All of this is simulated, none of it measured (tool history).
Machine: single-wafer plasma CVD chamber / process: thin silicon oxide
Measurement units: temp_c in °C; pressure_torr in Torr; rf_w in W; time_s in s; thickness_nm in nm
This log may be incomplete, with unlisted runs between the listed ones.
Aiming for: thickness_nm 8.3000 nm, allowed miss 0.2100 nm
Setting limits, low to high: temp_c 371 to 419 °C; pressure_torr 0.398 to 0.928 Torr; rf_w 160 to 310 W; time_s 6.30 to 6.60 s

run 1 hour=0.0 | temp_c=395 pressure_torr=0.663 rf_w=235 time_s=6.60 | thickness_nm=9.8713
run 2 hour=3.7 | temp_c=395 pressure_torr=0.650 rf_w=235 time_s=6.60 | thickness_nm=9.7214
run 3 hour=5.1 | temp_c=395 pressure_torr=0.650 rf_w=220 time_s=6.60 | thickness_nm=9.4011
run 4 hour=6.6 | temp_c=395 pressure_torr=0.544 rf_w=220 time_s=6.60 | thickness_nm=7.9075
run 5 hour=11.3 | temp_c=395 pressure_torr=0.548 rf_w=220 time_s=6.60 | thickness_nm=7.9767
run 6 hour=16.9 | temp_c=395 pressure_torr=0.551 rf_w=220 time_s=6.60 | thickness_nm=8.0028
run 7 hour=21.8 | temp_c=395 pressure_torr=0.554 rf_w=220 time_s=6.60 | thickness_nm=8.0343
run 8 hour=26.2 | temp_c=395 pressure_torr=0.556 rf_w=220 time_s=6.60 | thickness_nm=8.0666

Exercise: of the 4 proposed moves below, exactly one satisfies all targets within the stated allowed misses. Which move is it?
run A hour=30.6 | temp_c=391 pressure_torr=0.578 rf_w=185 time_s=6.60 | thickness_nm=?
run B hour=30.6 | temp_c=389 pressure_torr=0.525 rf_w=255 time_s=6.30 | thickness_nm=?
run C hour=30.6 | temp_c=396 pressure_torr=0.625 rf_w=200 time_s=6.39 | thickness_nm=?
run D hour=30.6 | temp_c=396 pressure_torr=0.601 rf_w=225 time_s=6.60 | thickness_nm=?

move=A thickness_nm=7.5951
move=B thickness_nm=7.8994
move=C thickness_nm=8.2660
move=D thickness_nm=8.7786
A: moves away from the targets compared with the last run
B: moves away from the targets compared with the last run
C: all results in spec
D: moves the result that the last run missed by most past its target, out the other side
C meets every target.
